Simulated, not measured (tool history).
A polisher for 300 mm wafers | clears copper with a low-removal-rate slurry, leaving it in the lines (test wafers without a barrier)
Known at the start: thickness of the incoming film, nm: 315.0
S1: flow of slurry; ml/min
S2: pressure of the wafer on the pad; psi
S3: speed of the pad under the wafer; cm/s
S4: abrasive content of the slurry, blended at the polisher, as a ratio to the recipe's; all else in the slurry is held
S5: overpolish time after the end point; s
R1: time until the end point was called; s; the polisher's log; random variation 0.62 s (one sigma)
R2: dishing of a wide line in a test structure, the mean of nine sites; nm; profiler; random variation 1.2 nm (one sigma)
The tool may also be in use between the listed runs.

| run | hour | S1 | S2 | S3 | S4 | S5 | R1 | R2 |
|---|---|---|---|---|---|---|---|---|
| 1 | 0.0 | 320 | 2.7 | 140 | 1.00 | 22 | 74.956 | 62.182 |
| 2 | 2.7 | 320 | 2.7 | 140 | 0.90 | 22 | 76.880 | 61.091 |
| 3 | 5.3 | 260 | 2.7 | 140 | 0.90 | 22 | 76.917 | 58.798 |
| 4 | 5.9 | 265 | 2.9 | 140 | 0.90 | 23 | 71.761 | 64.516 |
| 5 | 8.8 | 265 | 2.9 | 140 | 0.90 | 17 | 73.155 | 53.157 |
| 6 | 11.2 | 265 | 2.9 | 140 | 0.85 | 17 | 71.489 | 52.325 |

Forecast run 7:
| 7 | 12.3 | 270 | 3.0 | 140 | 0.85 | 19 | ? | ? |

{"run 7": {"R1": 69.665, "R2": 57.406}}
